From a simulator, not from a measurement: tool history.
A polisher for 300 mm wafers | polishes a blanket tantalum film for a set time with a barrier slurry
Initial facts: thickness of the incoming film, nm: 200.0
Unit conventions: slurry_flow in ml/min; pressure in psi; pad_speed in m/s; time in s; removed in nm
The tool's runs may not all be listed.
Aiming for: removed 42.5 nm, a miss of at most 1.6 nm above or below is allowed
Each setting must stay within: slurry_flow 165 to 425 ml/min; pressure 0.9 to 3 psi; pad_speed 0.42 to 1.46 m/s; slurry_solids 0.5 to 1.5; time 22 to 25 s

run,hour,slurry_flow,pressure,pad_speed,slurry_solids,time,removed
1,0,275,1.9,0.94,1,25,29.557
2,8.3,275,1.9,0.86,1,25,27.801
3,13.1,305,1.9,0.86,1,25,28.438
4,20.9,305,1.9,0.86,1,22,24.937
5,21.5,305,1.9,1,1,22,28.701
6,24.2,280,1.9,1,1,22,28.311
7,32.4,280,2,1,1,22,29.3
8,40.1,280,2.2,1,1,22,31.25
9,45.6,280,2.4,1.02,1,22,34.845
10,51.3,280,2.5,1.02,1,22,36.363
11,58.1,280,2.5,1.02,1,22,35.286
12,64.1,280,2.9,1.02,1,22,40.067

Pick the move, out of 4, that brings all results within their allowed miss; only one does.
A,70.1,305,2.9,0.78,1.05,25,?
B,70.1,305,2.9,0.92,1,22,?
C,70.1,280,3,0.88,0.95,24,?
D,70.1,250,2.9,1.06,1.15,22,?

move,removed
A,35.884
B,36.446
C,38.12
D,42.792
A: moves away from the targets compared with the last run
B: moves away from the targets compared with the last run
C: moves away from the targets compared with the last run
D: all results land within tolerance of their targets
D meets every target.

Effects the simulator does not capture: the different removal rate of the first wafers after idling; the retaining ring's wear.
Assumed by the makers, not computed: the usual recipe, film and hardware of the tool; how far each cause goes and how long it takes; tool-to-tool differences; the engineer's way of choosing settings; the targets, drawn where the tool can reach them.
